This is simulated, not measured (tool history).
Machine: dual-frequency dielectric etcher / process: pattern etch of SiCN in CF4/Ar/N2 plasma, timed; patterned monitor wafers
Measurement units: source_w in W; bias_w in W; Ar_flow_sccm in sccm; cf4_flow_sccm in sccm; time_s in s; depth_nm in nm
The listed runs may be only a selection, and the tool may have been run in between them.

Run 1, hour 0.0: source_w 350 W, bias_w 92 W, Ar_flow_sccm 75 sccm, cf4_flow_sccm 75 sccm, time_s 121 s. Result: depth_nm 88.023 nm.
Run 2, hour 5.1: source_w 330 W, bias_w 92 W, Ar_flow_sccm 75 sccm, cf4_flow_sccm 75 sccm, time_s 121 s. Result: depth_nm 82.448 nm.
Run 3, hour 9.8: source_w 390 W, bias_w 92 W, Ar_flow_sccm 75 sccm, cf4_flow_sccm 75 sccm, time_s 121 s. Result: depth_nm 98.617 nm.
Run 4, hour 18.3: source_w 360 W, bias_w 92 W, Ar_flow_sccm 75 sccm, cf4_flow_sccm 75 sccm, time_s 121 s. Result: depth_nm 91.261 nm.
Run 5, hour 20.2: source_w 360 W, bias_w 92 W, Ar_flow_sccm 75 sccm, cf4_flow_sccm 80 sccm, time_s 121 s. Result: depth_nm 92.099 nm.
Run 6, hour 25.4: source_w 360 W, bias_w 92 W, Ar_flow_sccm 75 sccm, cf4_flow_sccm 80 sccm, time_s 127 s. Result: depth_nm 96.455 nm.
Run 7, hour 31.7: source_w 330 W, bias_w 92 W, Ar_flow_sccm 75 sccm, cf4_flow_sccm 80 sccm, time_s 127 s. Result: depth_nm 87.487 nm.
Run 8, hour 33.6: source_w 310 W, bias_w 92 W, Ar_flow_sccm 75 sccm, cf4_flow_sccm 80 sccm, time_s 127 s. Result: depth_nm 82.322 nm.
Run 9, hour 38.5: source_w 310 W, bias_w 92 W, Ar_flow_sccm 75 sccm, cf4_flow_sccm 80 sccm, time_s 127 s. Result: depth_nm 81.709 nm.

The next listed run, before its measurement:
Run 10, hour 39.1: source_w 300 W, bias_w 92 W, Ar_flow_sccm 75 sccm, cf4_flow_sccm 80 sccm, time_s 127 s. Result: depth_nm ?.

{"run 10": {"depth_nm": 78.653}}

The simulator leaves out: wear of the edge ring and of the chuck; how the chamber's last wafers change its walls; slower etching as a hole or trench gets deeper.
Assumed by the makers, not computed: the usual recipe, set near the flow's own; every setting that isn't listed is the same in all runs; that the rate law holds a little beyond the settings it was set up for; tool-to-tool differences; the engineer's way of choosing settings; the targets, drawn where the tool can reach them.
